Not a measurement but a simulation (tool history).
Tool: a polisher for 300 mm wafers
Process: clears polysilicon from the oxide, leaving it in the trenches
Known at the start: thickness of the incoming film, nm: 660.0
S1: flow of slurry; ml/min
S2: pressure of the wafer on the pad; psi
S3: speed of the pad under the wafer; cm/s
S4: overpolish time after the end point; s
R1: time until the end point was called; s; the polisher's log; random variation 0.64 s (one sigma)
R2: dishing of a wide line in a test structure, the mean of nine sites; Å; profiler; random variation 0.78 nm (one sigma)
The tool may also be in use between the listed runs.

| run | hour | S1 | S2 | S3 | S4 | R1 | R2 |
|---|---|---|---|---|---|---|---|
| 1 | 0.0 | 245 | 1.7 | 92 | 21 | 83.606 | 424.53 |
| 2 | 2.7 | 245 | 1.9 | 92 | 17 | 73.082 | 419.73 |
| 3 | 8.8 | 245 | 1.9 | 70 | 17 | 97.440 | 395.66 |
| 4 | 17.3 | 220 | 1.9 | 70 | 17 | 96.232 | 399.53 |
| 5 | 23.7 | 220 | 1.9 | 60 | 17 | 110.560 | 374.16 |
| 6 | 29.6 | 215 | 2.1 | 64 | 15 | 93.647 | 384.41 |
| 7 | 30.7 | 215 | 2.3 | 68 | 14 | 83.580 | 394.71 |
| 8 | 36.0 | 210 | 2.4 | 74 | 12 | 75.103 | 395.62 |

Forecast run 9:
| 9 | 39.1 | 210 | 2.5 | 78 | 10 | ? | ? |

R1: 67.673 s
R2: 373.86 Å

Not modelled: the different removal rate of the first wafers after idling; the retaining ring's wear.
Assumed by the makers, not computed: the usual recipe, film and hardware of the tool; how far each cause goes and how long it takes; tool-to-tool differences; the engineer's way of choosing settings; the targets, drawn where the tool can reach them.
